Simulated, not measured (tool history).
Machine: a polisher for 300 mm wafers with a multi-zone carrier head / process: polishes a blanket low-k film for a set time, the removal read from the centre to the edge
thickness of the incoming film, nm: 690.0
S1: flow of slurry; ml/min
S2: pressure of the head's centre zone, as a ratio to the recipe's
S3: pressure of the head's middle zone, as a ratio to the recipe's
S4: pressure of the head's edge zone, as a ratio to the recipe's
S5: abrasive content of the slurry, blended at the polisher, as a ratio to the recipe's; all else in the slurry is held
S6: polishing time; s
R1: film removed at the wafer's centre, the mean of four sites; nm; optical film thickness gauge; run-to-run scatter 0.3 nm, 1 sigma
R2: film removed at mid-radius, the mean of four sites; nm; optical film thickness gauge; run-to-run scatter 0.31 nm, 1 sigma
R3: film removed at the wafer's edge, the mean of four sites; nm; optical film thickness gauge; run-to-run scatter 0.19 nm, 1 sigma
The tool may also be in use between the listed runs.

run 1 hour=0 | S1=145 S2=1 S3=1 S4=1 S5=1 S6=85 | R1=37.331 R2=38.961 R3=38.442
run 2 hour=1.4 | S1=130 S2=1 S3=1 S4=1 S5=1 S6=85 | R1=36.947 R2=38.018 R3=38.053
run 3 hour=8.5 | S1=130 S2=1 S3=1 S4=1.06 S5=1 S6=85 | R1=36.368 R2=36.898 R3=38.105
run 4 hour=13.2 | S1=130 S2=1 S3=1 S4=0.99 S5=1 S6=85 | R1=36.161 R2=37.841 R3=37.426
run 5 hour=17 | S1=130 S2=1.01 S3=1.01 S4=0.97 S5=0.9 S6=84 | R1=35.309 R2=35.317 R3=35.172
run 6 hour=19.9 | S1=130 S2=1.01 S3=1.04 S4=0.95 S5=0.85 S6=83 | R1=33.149 R2=35.325 R3=33.947

Run 7 comes next. What will it give?
run 7 hour=23.2 | S1=130 S2=1.03 S3=1.06 S4=0.93 S5=0.8 S6=81 | R1=? R2=? R3=?

{"run 7": {"R1": 32.031, "R2": 34.513, "R3": 32.067}}
